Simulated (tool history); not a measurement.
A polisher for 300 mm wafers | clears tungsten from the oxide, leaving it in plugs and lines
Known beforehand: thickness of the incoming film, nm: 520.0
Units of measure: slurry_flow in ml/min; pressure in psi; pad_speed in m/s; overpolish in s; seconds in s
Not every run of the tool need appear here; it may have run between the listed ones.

run,hour,slurry_flow,pressure,pad_speed,slurry_solids,overpolish,seconds
1,0,310,2.9,1.22,1,5,124.74
2,6.4,310,2.2,1.22,1,5,163.81
3,10.6,310,2.2,1.46,1,5,139.03
4,17.7,310,2.3,1.46,1,5,130.2
5,22,310,2.1,1.46,1,5,142.61
6,28.6,310,2.1,1.46,1,5,145.14
7,34.9,310,2.2,1.46,1,5,138.21
8,38.5,310,2.3,1.46,1,5,133.59

Forecast run 9:
9,42.1,315,3.1,1.48,1,5,?

For run 9 the tool returned seconds 97.85 s.
